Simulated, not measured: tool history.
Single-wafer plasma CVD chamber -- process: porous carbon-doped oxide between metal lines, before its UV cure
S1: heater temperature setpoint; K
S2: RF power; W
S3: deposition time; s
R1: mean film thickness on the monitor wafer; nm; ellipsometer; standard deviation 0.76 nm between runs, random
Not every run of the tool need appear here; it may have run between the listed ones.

run,hour,S1,S2,S3,R1
1,0.0,563.15,420,35.0,176.82
2,4.7,568.15,395,34.8,162.25
3,5.4,560.15,395,34.8,168.33
4,13.0,560.15,395,33.3,161.13
5,20.5,553.15,395,33.3,170.01
6,25.4,561.15,385,33.3,156.72

The next listed run, before its measurement:
7,32.5,573.15,370,33.3,?

R1: 141.49 nm
